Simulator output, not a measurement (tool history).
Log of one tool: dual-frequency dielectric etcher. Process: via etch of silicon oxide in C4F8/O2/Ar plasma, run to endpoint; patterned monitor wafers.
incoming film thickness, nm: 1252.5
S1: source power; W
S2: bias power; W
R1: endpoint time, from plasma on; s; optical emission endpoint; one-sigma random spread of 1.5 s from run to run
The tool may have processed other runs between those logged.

run 1 hour=0.0 | S1=2140 S2=1550 | R1=268.91
run 2 hour=7.5 | S1=2140 S2=1714 | R1=260.61
run 3 hour=14.4 | S1=2310 S2=1714 | R1=250.62
run 4 hour=16.6 | S1=2140 S2=1714 | R1=262.15
run 5 hour=18.3 | S1=2140 S2=1489 | R1=272.50
run 6 hour=25.8 | S1=2080 S2=1476 | R1=276.97
run 7 hour=30.9 | S1=2030 S2=1465 | R1=281.56
run 8 hour=33.6 | S1=1990 S2=1457 | R1=288.38
run 9 hour=34.6 | S1=1960 S2=1453 | R1=289.76
run 10 hour=40.5 | S1=1580 S2=1351 | R1=347.92
run 11 hour=45.3 | S1=1610 S2=1354 | R1=342.79
run 12 hour=46.8 | S1=2040 S2=1462 | R1=285.06

For run 13, what comes out?
run 13 hour=48.3 | S1=2010 S2=1459 | R1=?

R1: 287.58 s

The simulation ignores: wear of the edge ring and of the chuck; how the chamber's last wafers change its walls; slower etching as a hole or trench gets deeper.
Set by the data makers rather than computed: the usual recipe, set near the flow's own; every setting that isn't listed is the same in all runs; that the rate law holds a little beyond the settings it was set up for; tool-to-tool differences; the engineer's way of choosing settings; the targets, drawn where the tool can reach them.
